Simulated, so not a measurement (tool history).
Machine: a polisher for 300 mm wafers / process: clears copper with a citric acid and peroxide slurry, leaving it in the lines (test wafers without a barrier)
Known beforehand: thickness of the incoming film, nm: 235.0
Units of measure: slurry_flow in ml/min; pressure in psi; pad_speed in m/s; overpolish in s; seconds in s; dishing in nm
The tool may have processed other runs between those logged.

run 1 day=0 | slurry_flow=130 pressure=3.5 pad_speed=1.26 slurry_solids=1 overpolish=27 | seconds=78.199 dishing=42.841
run 2 day=0.096 | slurry_flow=130 pressure=3.9 pad_speed=1.28 slurry_solids=1 overpolish=28 | seconds=70.924 dishing=46.357
run 3 day=0.146 | slurry_flow=110 pressure=3.9 pad_speed=1.28 slurry_solids=1 overpolish=28 | seconds=69.893 dishing=46.556
run 4 day=0.388 | slurry_flow=85 pressure=3.9 pad_speed=1.28 slurry_solids=1 overpolish=28 | seconds=78.313 dishing=44.445
run 5 day=0.671 | slurry_flow=85 pressure=3.9 pad_speed=1.28 slurry_solids=1 overpolish=20 | seconds=76.992 dishing=36.039
run 6 day=0.767 | slurry_flow=85 pressure=3.5 pad_speed=1.28 slurry_solids=1 overpolish=20 | seconds=85.705 dishing=33.216
run 7 day=0.9 | slurry_flow=90 pressure=4 pad_speed=1.28 slurry_solids=1 overpolish=23 | seconds=71.968 dishing=40.713
run 8 day=1.15 | slurry_flow=90 pressure=4 pad_speed=1.28 slurry_solids=1 overpolish=23 | seconds=73.779 dishing=41.341

The next listed run, before its measurement:
run 9 day=1.362 | slurry_flow=100 pressure=4.3 pad_speed=1.28 slurry_solids=1 overpolish=24 | seconds=? dishing=?

seconds: 68.719 s
dishing: 44.587 nm
